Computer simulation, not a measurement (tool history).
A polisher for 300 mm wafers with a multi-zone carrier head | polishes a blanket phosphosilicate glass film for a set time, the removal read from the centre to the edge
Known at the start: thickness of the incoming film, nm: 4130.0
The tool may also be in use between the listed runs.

| run | hour | flow of slurry (ml/min) | pressure of the head's centre zone | pressure of the head's middle zone | pressure of the head's edge zone | abrasive content of the slurry | polishing time (s) | film removed at the wafer's centre (nm) | film removed at mid-radius (nm) | film removed at the wafer's edge (nm) |
|---|---|---|---|---|---|---|---|---|---|---|
| 1 | 0.0 | 280 | 1.00 | 1.00 | 1.00 | 1.00 | 31 | 265.56 | 258.44 | 265.73 |
| 2 | 4.6 | 280 | 1.00 | 0.95 | 1.00 | 1.00 | 31 | 267.60 | 251.27 | 272.21 |
| 3 | 7.5 | 280 | 1.00 | 0.92 | 1.00 | 1.00 | 31 | 260.95 | 239.41 | 269.20 |
| 4 | 10.6 | 310 | 1.00 | 0.92 | 1.00 | 1.00 | 31 | 261.90 | 244.82 | 271.73 |
| 5 | 11.3 | 305 | 1.02 | 0.93 | 1.01 | 1.05 | 31 | 287.80 | 255.58 | 278.63 |
| 6 | 19.3 | 305 | 1.02 | 0.93 | 1.03 | 1.10 | 31 | 284.08 | 257.49 | 286.75 |
| 7 | 21.9 | 305 | 1.02 | 0.93 | 1.03 | 1.10 | 31 | 292.80 | 259.17 | 290.36 |
| 8 | 23.9 | 305 | 1.03 | 0.94 | 1.04 | 1.10 | 31 | 287.55 | 260.18 | 280.22 |
| 9 | 25.0 | 305 | 1.04 | 0.94 | 1.04 | 1.15 | 31 | 296.97 | 266.47 | 284.99 |
| 10 | 32.0 | 310 | 1.05 | 0.93 | 1.04 | 1.20 | 31 | 311.64 | 271.04 | 290.80 |

Forecast run 11:
| 11 | 33.9 | 310 | 1.05 | 0.93 | 1.05 | 1.25 | 31 | ? | ? | ? |

{"run 11": {"film removed at the wafer's centre (nm)": 312.77, "film removed at mid-radius (nm)": 266.59, "film removed at the wafer's edge (nm)": 302.12}}

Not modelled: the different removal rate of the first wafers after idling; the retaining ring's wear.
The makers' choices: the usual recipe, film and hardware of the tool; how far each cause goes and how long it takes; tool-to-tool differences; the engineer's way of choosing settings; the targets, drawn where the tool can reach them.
